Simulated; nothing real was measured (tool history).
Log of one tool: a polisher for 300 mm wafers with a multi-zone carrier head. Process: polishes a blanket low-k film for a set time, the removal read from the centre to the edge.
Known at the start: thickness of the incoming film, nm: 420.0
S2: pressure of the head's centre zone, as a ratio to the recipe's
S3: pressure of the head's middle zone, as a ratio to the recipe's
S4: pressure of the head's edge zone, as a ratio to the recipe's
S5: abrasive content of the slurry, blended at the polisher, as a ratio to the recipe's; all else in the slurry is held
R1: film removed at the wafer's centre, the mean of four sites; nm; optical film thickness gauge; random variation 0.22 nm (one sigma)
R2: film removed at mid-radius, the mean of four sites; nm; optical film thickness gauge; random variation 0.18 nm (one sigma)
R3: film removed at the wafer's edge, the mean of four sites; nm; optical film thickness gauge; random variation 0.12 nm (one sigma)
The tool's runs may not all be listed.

Run 1, day 0: flow of slurry (ml/min) 300, S2 1, S3 1, S4 1, S5 1, polishing time (s) 37. Result: R1 18.441 nm, R2 18.64 nm, R3 18.322 nm.
Run 2, day 0.25: flow of slurry (ml/min) 310, S2 1.02, S3 1, S4 1, S5 1, polishing time (s) 37. Result: R1 19.161 nm, R2 18.362 nm, R3 18.329 nm.
Run 3, day 0.379: flow of slurry (ml/min) 310, S2 1.09, S3 1, S4 1, S5 1, polishing time (s) 37. Result: R1 20.729 nm, R2 18.536 nm, R3 18.048 nm.
Run 4, day 0.458: flow of slurry (ml/min) 310, S2 1.09, S3 1, S4 1, S5 0.85, polishing time (s) 37. Result: R1 19.151 nm, R2 17.238 nm, R3 16.869 nm.
Run 5, day 0.504: flow of slurry (ml/min) 315, S2 1.1, S3 1.01, S4 1.02, S5 0.85, polishing time (s) 37. Result: R1 19.379 nm, R2 17.424 nm, R3 17.111 nm.
Run 6, day 0.683: flow of slurry (ml/min) 320, S2 1.11, S3 1.02, S4 1.03, S5 0.85, polishing time (s) 37. Result: R1 19.274 nm, R2 17.252 nm, R3 17.527 nm.

The next listed run, before its measurement:
Run 7, day 0.904: flow of slurry (ml/min) 325, S2 1.12, S3 1.03, S4 1.03, S5 0.85, polishing time (s) 37. Result: R1 ?, R2 ?, R3 ?.

Run 7 gave R1 19.453 nm, R2 17.906 nm, R3 17.38 nm.
